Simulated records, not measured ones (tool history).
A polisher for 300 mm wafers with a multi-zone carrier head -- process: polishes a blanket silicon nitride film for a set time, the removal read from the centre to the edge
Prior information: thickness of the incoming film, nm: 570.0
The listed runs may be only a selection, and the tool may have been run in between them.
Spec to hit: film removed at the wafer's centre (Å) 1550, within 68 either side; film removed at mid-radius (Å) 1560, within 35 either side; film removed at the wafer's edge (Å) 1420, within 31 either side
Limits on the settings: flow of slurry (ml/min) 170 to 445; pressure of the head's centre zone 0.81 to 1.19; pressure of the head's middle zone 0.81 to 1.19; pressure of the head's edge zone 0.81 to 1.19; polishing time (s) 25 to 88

| run | day | flow of slurry (ml/min) | pressure of the head's centre zone | pressure of the head's middle zone | pressure of the head's edge zone | polishing time (s) | film removed at the wafer's centre (Å) | film removed at mid-radius (Å) | film removed at the wafer's edge (Å) |
|---|---|---|---|---|---|---|---|---|---|
| 1 | 0 | 285 | 1 | 1 | 1 | 56 | 1031.9 | 1114.5 | 1087.8 |
| 2 | 0.033 | 325 | 1 | 1 | 1 | 56 | 1091.2 | 1135.4 | 1102.8 |
| 3 | 0.117 | 325 | 1 | 1 | 1 | 61 | 1176.9 | 1226.6 | 1206.4 |
| 4 | 0.283 | 335 | 1.01 | 1.02 | 1.02 | 61 | 1177.3 | 1248.7 | 1228.6 |
| 5 | 0.604 | 335 | 1.01 | 1.02 | 0.96 | 61 | 1166 | 1242.7 | 1166.8 |
| 6 | 0.9 | 345 | 1.03 | 1.04 | 0.97 | 62 | 1230.1 | 1276.9 | 1211 |
| 7 | 1.025 | 355 | 1.04 | 1.06 | 0.97 | 63 | 1257.5 | 1325.3 | 1235 |
| 8 | 1.35 | 360 | 1.05 | 1.07 | 0.98 | 64 | 1287.2 | 1368.3 | 1270.7 |
| 9 | 1.471 | 365 | 1.07 | 1.08 | 0.99 | 64 | 1321 | 1373.6 | 1272.6 |
|  | 1.817 | centre zone pressure recalibrated |
| 10 | 1.817 | 365 | 1.07 | 1.08 | 0.99 | 64 | 1389 | 1360.5 | 1248.9 |
| 11 | 2 | 370 | 1.07 | 1.09 | 1.01 | 64 | 1371.4 | 1374 | 1280.5 |
| 12 | 2.104 | 375 | 1.07 | 1.1 | 1.02 | 64 | 1376.8 | 1387 | 1282.9 |
| 13 | 2.271 | 380 | 1.07 | 1.11 | 1.03 | 64 | 1355.9 | 1393 | 1280.9 |
| 14 | 2.612 | 380 | 1.07 | 1.12 | 1.04 | 65 | 1428.1 | 1417.7 | 1333.8 |
| 15 | 2.783 | 380 | 1.07 | 1.13 | 1.04 | 65 | 1385.6 | 1435 | 1304.5 |
| 16 | 3.15 | 380 | 1.07 | 1.13 | 1.05 | 65 | 1379 | 1424.7 | 1324.3 |
| 17 | 3.479 | 385 | 1.07 | 1.14 | 1.05 | 65 | 1417.1 | 1442.1 | 1332 |
| 18 | 3.717 | 385 | 1.07 | 1.15 | 1.05 | 65 | 1399.8 | 1446.9 | 1320.4 |
| 19 | 4.05 | 395 | 1.09 | 1.17 | 1.07 | 67 | 1486.3 | 1507.6 | 1377.2 |

Which one of the following 5 next-run settings gets every result inside its allowed miss? There is exactly one.
| A | 4.383 | 415 | 1.19 | 1.19 | 1.03 | 65 | ? | ? | ? |
| B | 4.383 | 375 | 1.13 | 1.05 | 1.18 | 68 | ? | ? | ? |
| C | 4.383 | 380 | 1.11 | 1.19 | 1.06 | 69 | ? | ? | ? |
| D | 4.383 | 395 | 1.13 | 1.07 | 1.13 | 68 | ? | ? | ? |
| E | 4.383 | 345 | 1 | 1.19 | 1.06 | 71 | ? | ? | ? |

| move | film removed at the wafer's centre (Å) | film removed at mid-radius (Å) | film removed at the wafer's edge (Å) |
|---|---|---|---|
| A | 1556.6 | 1490.5 | 1321 |
| B | 1539.5 | 1431.9 | 1473.5 |
| C | 1540 | 1572 | 1414.9 |
| D | 1546.6 | 1454.4 | 1445.1 |
| E | 1429.8 | 1605.2 | 1446.7 |
A: its largest miss is bigger than the last run's
B: its largest miss is bigger than the last run's
C: all results in spec
D: its largest miss is bigger than the last run's
E: takes the biggest miss from the last run beyond its target
The move that meets every target is C.
